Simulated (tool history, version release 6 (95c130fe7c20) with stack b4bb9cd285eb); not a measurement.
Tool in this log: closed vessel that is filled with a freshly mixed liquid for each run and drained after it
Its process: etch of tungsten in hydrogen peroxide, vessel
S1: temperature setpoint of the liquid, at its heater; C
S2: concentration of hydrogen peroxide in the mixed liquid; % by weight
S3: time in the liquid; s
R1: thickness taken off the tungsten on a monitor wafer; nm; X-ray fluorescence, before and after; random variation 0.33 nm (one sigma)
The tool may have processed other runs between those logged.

Run 1, hour 0: S1 43 C, S2 24 % by weight, S3 30 s. Result: R1 18.789 nm.
Run 2, hour 5: S1 43 C, S2 19 % by weight, S3 30 s. Result: R1 16.84 nm.
Run 3, hour 14.1: S1 46 C, S2 19 % by weight, S3 30 s. Result: R1 20.121 nm.
Run 4, hour 15.2: S1 46 C, S2 19 % by weight, S3 30 s. Result: R1 20.23 nm.
Run 5, hour 19.9: S1 48.5 C, S2 19 % by weight, S3 30 s. Result: R1 23.141 nm.
Run 6, hour 21.7: S1 50.5 C, S2 19 % by weight, S3 30 s. Result: R1 26.5 nm.
Run 7, hour 24.4: S1 51.5 C, S2 19 % by weight, S3 30 s. Result: R1 27.966 nm.
Run 8, hour 33.5: S1 52.5 C, S2 19 % by weight, S3 30 s. Result: R1 29.882 nm.
Run 9, hour 35.4: S1 53 C, S2 19 % by weight, S3 30 s. Result: R1 31.392 nm.
Run 10, hour 43.1: S1 53.5 C, S2 19 % by weight, S3 30 s. Result: R1 31.785 nm.

Run 11 has not been measured yet. What should we expect?
Run 11, hour 50.4: S1 54 C, S2 19 % by weight, S3 30 s. Result: R1 ?.

For run 11 the tool returned R1 32.202 nm.
